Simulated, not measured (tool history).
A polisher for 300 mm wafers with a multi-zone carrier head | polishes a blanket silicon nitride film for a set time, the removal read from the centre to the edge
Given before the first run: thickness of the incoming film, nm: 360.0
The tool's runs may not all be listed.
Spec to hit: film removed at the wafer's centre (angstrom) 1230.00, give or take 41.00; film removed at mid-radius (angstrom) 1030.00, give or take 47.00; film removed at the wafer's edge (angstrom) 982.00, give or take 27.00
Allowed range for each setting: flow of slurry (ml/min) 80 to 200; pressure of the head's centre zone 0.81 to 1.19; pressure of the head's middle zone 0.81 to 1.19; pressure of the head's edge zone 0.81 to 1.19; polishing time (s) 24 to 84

run  hour  flow of slurry (ml/min)  pressure of the head's centre zone  pressure of the head's middle zone  pressure of the head's edge zone  polishing time (s)  film removed at the wafer's centre (angstrom)  film removed at mid-radius (angstrom)  film removed at the wafer's edge (angstrom)
  1   0.0                      130                                1.00                                1.00                              1.00                  54                                         784.53                                 794.49                                       767.86
  2   1.8                      140                                1.04                                1.01                              1.01                  55                                         851.90                                 805.48                                       793.60
  3   6.3                      140                                1.04                                1.01                              0.96                  55                                         838.46                                 810.80                                       777.04
  4  14.7                      150                                1.07                                1.03                              0.98                  56                                         900.20                                 831.20                                       802.59
  5  18.6                      155                                1.09                                1.05                              0.99                  58                                         975.17                                 910.30                                       847.74
  6  24.1                      160                                1.11                                1.06                              1.02                  58                                        1000.60                                 898.45                                       862.45
  7  25.3                      165                                1.12                                1.07                              1.03                  59                                        1026.00                                 953.87                                       875.61
  8  26.0                      170                                1.13                                1.06                              1.04                  60                                        1053.70                                 947.95                                       893.44
  9  31.8                      170                                1.14                                1.06                              1.04                  61                                        1068.00                                 980.76                                       919.49
 10  33.6                      175                                1.15                                1.04                              1.02                  62                                        1119.30                                 978.86                                       927.80
 11  34.7                      180                                1.16                                1.04                              1.02                  62                                        1117.20                                 966.17                                       938.95
 12  36.4                      180                                1.17                                1.04                              1.01                  63                                        1137.70                                1017.20                                       942.27
 13  44.3                      185                                1.17                                1.04                              1.02                  63                                        1152.00                                 986.78                                       946.57

Of the 4 settings listed for the next run, only one would bring every result within its allowed miss of target. Which one?
  A  52.2                      200                                1.18                                1.02                              0.99                  65                                              ?                                      ?                                            ?
  B  52.2                      180                                1.14                                1.05                              1.05                  64                                              ?                                      ?                                            ?
  C  52.2                      200                                1.13                                0.96                              1.06                  63                                              ?                                      ?                                            ?
  D  52.2                      160                                1.17                                1.14                              0.95                  68                                              ?                                      ?                                            ?

move  film removed at the wafer's centre (angstrom)  film removed at mid-radius (angstrom)  film removed at the wafer's edge (angstrom)
   A                                        1230.80                                1028.50                                       962.35
   B                                        1149.20                                1020.80                                       962.71
   C                                        1141.60                                 947.36                                       965.18
   D                                        1224.90                                1139.30                                       958.47
A: meets every target
B: no nearer and no further than the last run
C: the biggest miss grows against the last run
D: gets the furthest-off result to its target, but another result is out of tolerance
Answer: A

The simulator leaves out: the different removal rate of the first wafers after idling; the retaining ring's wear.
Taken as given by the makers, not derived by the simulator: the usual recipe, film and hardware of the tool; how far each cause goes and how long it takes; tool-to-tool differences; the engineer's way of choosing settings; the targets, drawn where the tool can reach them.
